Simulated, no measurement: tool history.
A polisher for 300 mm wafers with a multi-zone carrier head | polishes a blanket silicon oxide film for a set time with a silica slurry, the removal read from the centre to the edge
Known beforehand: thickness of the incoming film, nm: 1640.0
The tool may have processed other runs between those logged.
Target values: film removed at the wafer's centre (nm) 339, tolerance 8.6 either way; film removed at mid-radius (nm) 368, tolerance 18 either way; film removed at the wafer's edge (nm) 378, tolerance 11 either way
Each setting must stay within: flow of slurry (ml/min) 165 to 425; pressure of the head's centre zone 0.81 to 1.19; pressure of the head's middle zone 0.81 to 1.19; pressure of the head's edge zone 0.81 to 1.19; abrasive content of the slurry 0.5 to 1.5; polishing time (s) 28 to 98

run  hour  flow of slurry (ml/min)  pressure of the head's centre zone  pressure of the head's middle zone  pressure of the head's edge zone  abrasive content of the slurry  polishing time (s)  film removed at the wafer's centre (nm)  film removed at mid-radius (nm)  film removed at the wafer's edge (nm)
  1     0                      275                                   1                                   1                                 1                               1                  63                                   301.52                           304.62                                 302.65
  2   1.3                      275                                   1                                0.97                                 1                               1                  63                                   294.94                           305.11                                 302.81
  3   7.3                      275                                   1                                0.97                                 1                             1.1                  63                                   306.16                           304.48                                 310.89
  4  10.8                      275                                   1                                0.97                                 1                             1.1                  56                                   269.78                           279.32                                 273.84
  5  19.8                      250                                   1                                0.97                                 1                             1.1                  56                                   266.48                           266.95                                 271.44
  6  25.2                      260                                0.99                                0.98                              1.02                            1.15                  57                                   277.03                           285.11                                 286.12
  7  33.3                      265                                0.99                                0.99                              1.04                             1.2                  58                                   283.35                           297.38                                 294.18
  8  36.7                      245                                0.96                                0.96                              1.14                            1.45                  67                                   332.82                            346.2                                 370.95

Consider the 4 candidate settings below. Which is the only one whose results all fall within their allowed miss of target?
  A  40.1                      335                                 0.9                                0.95                              1.03                            1.45                  70                                        ?                                ?                                      ?
  B  40.1                      245                                   1                                0.88                              1.16                            1.45                  67                                        ?                                ?                                      ?
  C  40.1                      190                                1.03                                0.91                              1.15                             1.4                  68                                        ?                                ?                                      ?
  D  40.1                      265                                 0.9                                0.88                              1.14                            1.35                  71                                        ?                                ?                                      ?

move  film removed at the wafer's centre (nm)  film removed at mid-radius (nm)  film removed at the wafer's edge (nm)
   A                                   336.75                           380.24                                 382.03
   B                                   340.33                           329.49                                 377.23
   C                                   336.09                           327.18                                 366.39
   D                                   325.69                           346.07                                 391.68
A: all results in spec
B: the biggest miss grows against the last run
C: the biggest miss grows against the last run
D: the biggest miss grows against the last run
So the answer is move A, the one that meets all the targets.

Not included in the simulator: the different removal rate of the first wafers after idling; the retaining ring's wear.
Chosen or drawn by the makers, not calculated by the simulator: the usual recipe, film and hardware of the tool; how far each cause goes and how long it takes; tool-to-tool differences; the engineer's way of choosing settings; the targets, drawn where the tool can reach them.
